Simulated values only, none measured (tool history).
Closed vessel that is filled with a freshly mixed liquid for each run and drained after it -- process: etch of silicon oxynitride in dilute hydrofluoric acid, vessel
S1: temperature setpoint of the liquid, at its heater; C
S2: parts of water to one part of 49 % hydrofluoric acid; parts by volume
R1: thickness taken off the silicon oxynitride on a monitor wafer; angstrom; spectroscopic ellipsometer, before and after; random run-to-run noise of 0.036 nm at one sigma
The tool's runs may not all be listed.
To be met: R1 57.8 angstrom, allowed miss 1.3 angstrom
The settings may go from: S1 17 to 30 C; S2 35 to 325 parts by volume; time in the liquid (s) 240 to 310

run 1 hour=0 | S1=22 S2=180 time_in_the_liquid_(s)=310 | R1=28.219
run 2 hour=5.5 | S1=24.5 S2=160 time_in_the_liquid_(s)=310 | R1=36.536
run 3 hour=14.2 | S1=26.5 S2=150 time_in_the_liquid_(s)=310 | R1=42.763
run 4 hour=15.3 | S1=27.5 S2=145 time_in_the_liquid_(s)=310 | R1=46.698
run 5 hour=19.3 | S1=29.5 S2=145 time_in_the_liquid_(s)=310 | R1=50.916
run 6 hour=23.1 | S1=27 S2=145 time_in_the_liquid_(s)=310 | R1=45.256
run 7 hour=29.2 | S1=28 S2=140 time_in_the_liquid_(s)=310 | R1=49.759
run 8 hour=30.7 | S1=28 S2=140 time_in_the_liquid_(s)=310 | R1=50.143
run 9 hour=35.8 | S1=28.5 S2=140 time_in_the_liquid_(s)=310 | R1=50.929
run 10 hour=39.2 | S1=29 S2=135 time_in_the_liquid_(s)=310 | R1=53.518
run 11 hour=44.4 | S1=29.5 S2=135 time_in_the_liquid_(s)=310 | R1=55.153
-- hour=47.4 hydrofluoric acid flow meter replaced
run 12 hour=47.4 | S1=30 S2=130 time_in_the_liquid_(s)=310 | R1=66.799
run 13 hour=54 | S1=28 S2=130 time_in_the_liquid_(s)=310 | R1=61.071
run 14 hour=61 | S1=27.5 S2=130 time_in_the_liquid_(s)=310 | R1=59.264

Which single option among these 5 for the next run brings every result within its allowed miss of target? Just one does.
run A hour=68 | S1=26.5 S2=110 time_in_the_liquid_(s)=280 | R1=?
run B hour=68 | S1=28 S2=105 time_in_the_liquid_(s)=245 | R1=?
run C hour=68 | S1=28.5 S2=120 time_in_the_liquid_(s)=280 | R1=?
run D hour=68 | S1=29 S2=125 time_in_the_liquid_(s)=270 | R1=?
run E hour=68 | S1=30 S2=125 time_in_the_liquid_(s)=275 | R1=?

move=A R1=61.119
move=B R1=60.279
move=C R1=60.783
move=D R1=57.263
move=E R1=60.962
A: lands further from the targets than the last run did
B: lands further from the targets than the last run did
C: lands further from the targets than the last run did
D: meets every target
E: lands further from the targets than the last run did
Move D is the one to make.

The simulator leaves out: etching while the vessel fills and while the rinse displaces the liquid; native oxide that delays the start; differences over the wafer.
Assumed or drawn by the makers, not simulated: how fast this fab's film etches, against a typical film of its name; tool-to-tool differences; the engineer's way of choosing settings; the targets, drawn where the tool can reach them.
